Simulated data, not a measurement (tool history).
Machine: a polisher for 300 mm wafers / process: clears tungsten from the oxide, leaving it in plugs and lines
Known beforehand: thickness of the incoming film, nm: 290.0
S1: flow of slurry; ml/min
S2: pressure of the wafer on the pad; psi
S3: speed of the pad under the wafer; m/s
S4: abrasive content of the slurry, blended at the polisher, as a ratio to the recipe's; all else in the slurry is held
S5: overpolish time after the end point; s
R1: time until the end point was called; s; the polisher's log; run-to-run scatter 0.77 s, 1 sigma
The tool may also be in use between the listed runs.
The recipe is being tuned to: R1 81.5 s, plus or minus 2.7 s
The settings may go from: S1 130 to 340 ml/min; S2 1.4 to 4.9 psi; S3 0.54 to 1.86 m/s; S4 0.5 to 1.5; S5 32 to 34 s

run 1 hour=0 | S1=220 S2=3.1 S3=1.18 S4=1 S5=32 | R1=59.606
run 2 hour=6.1 | S1=220 S2=3.1 S3=1.46 S4=1 S5=32 | R1=49.494
run 3 hour=9.5 | S1=220 S2=3.1 S3=1.46 S4=1.15 S5=32 | R1=47.584
run 4 hour=15.6 | S1=220 S2=3.1 S3=1.2 S4=1.15 S5=32 | R1=57.046
run 5 hour=23.2 | S1=220 S2=3.1 S3=1.2 S4=1.25 S5=32 | R1=56.372
run 6 hour=28 | S1=175 S2=3.1 S3=1.2 S4=1.25 S5=32 | R1=56.784
run 7 hour=35.5 | S1=175 S2=2.9 S3=1.2 S4=1.25 S5=32 | R1=59.849
-- hour=41.1 head pressure recalibrated
run 8 hour=41.1 | S1=175 S2=2.7 S3=1.2 S4=1.25 S5=32 | R1=57.88
run 9 hour=48.6 | S1=175 S2=2.5 S3=1.12 S4=1.25 S5=32 | R1=65.219
run 10 hour=52.7 | S1=175 S2=2.3 S3=1.1 S4=1.25 S5=32 | R1=69.046

Of the 5 settings listed for the next run, only one would bring every result within its allowed miss of target. Which one?
run A hour=56.8 | S1=160 S2=3.4 S3=0.96 S4=1.45 S5=32 | R1=?
run B hour=56.8 | S1=170 S2=2.4 S3=1.38 S4=1.5 S5=34 | R1=?
run C hour=56.8 | S1=255 S2=2 S3=1.02 S4=1.1 S5=34 | R1=?
run D hour=56.8 | S1=215 S2=1.9 S3=0.96 S4=1.05 S5=33 | R1=?
run E hour=56.8 | S1=210 S2=2.2 S3=1.42 S4=1.4 S5=33 | R1=?

move=A R1=62.19
move=B R1=53.413
move=C R1=81.33
move=D R1=90.481
move=E R1=54.35
A: further off than the last run
B: further off than the last run
C: each result inside its tolerance
D: takes the result that was furthest off past its target
E: further off than the last run
C meets every target.
